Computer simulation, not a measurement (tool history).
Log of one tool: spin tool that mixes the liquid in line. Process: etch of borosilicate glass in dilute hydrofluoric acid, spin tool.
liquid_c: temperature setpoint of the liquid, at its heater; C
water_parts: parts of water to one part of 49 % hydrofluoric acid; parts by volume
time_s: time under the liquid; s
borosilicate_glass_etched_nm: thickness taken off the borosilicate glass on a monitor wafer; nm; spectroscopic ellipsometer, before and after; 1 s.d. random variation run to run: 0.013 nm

run,hour,liquid_c,water_parts,time_s,borosilicate_glass_etched_nm
1,0,23,115,15,5.0382
2,7.1,22.5,115,15,4.9596
3,14.4,22.5,100,15,5.8003
4,17.2,22.5,100,15,5.8013
5,19.3,22,100,15,5.652
6,20.6,19.5,100,15,5.142

Run 7 is up next; what results do you expect?
7,23.8,19,100,15,?

borosilicate_glass_etched_nm: 5.0022 nm

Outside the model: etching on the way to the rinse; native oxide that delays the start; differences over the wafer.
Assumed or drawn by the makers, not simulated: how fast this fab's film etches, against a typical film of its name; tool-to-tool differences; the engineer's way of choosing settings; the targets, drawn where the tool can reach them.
